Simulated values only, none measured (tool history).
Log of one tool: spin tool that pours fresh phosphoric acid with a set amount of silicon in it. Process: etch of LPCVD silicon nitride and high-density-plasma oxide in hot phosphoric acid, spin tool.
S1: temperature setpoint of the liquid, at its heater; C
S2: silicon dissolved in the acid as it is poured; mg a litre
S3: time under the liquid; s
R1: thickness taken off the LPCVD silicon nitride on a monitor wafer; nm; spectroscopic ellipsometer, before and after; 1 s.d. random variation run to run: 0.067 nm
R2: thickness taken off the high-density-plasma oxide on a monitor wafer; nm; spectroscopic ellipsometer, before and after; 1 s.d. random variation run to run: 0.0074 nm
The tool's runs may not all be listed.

run 1 hour=0 | S1=162 S2=23 S3=160 | R1=17.06 R2=0.29738
run 2 hour=9 | S1=161.5 S2=23.5 S3=145 | R1=15.134 R2=0.31102
run 3 hour=13.6 | S1=163.5 S2=23.5 S3=145 | R1=16.096 R2=0.37249
run 4 hour=16.4 | S1=163 S2=25.5 S3=130 | R1=14.17 R2=0.28181
run 5 hour=22.4 | S1=162.5 S2=27 S3=120 | R1=12.767 R2=0.21985
run 6 hour=24.3 | S1=162 S2=27.5 S3=110 | R1=11.668 R2=0.20085
run 7 hour=25.8 | S1=161.5 S2=28 S3=105 | R1=10.91 R2=0.18318
run 8 hour=30.2 | S1=161 S2=28.5 S3=100 | R1=10.372 R2=0.15853
run 9 hour=37.4 | S1=161 S2=28.5 S3=100 | R1=10.227 R2=0.19041
run 10 hour=39.2 | S1=160.5 S2=30.5 S3=95 | R1=9.3694 R2=0.13401
run 11 hour=47.2 | S1=160 S2=30.5 S3=90 | R1=8.7845 R2=0.12884
run 12 hour=48.7 | S1=159.5 S2=30.5 S3=90 | R1=8.8111 R2=0.11613
run 13 hour=53.9 | S1=158.5 S2=29.5 S3=50 | R1=4.6935 R2=0.051151
run 14 hour=60.8 | S1=159 S2=30.5 S3=50 | R1=4.8004 R2=0.065995
run 15 hour=69 | S1=160.5 S2=45.5 S3=115 | R1=11.509 R2=0.071385
run 16 hour=74.4 | S1=160 S2=43.5 S3=110 | R1=10.726 R2=0.072769
run 17 hour=81.1 | S1=157.5 S2=28.5 S3=55 | R1=5.0287 R2=0.066219

Predict the results of run 18:
run 18 hour=86.7 | S1=160 S2=29.5 S3=60 | R1=? R2=?

Run 18 measured R1 5.9359 nm, R2 0.081624 nm.
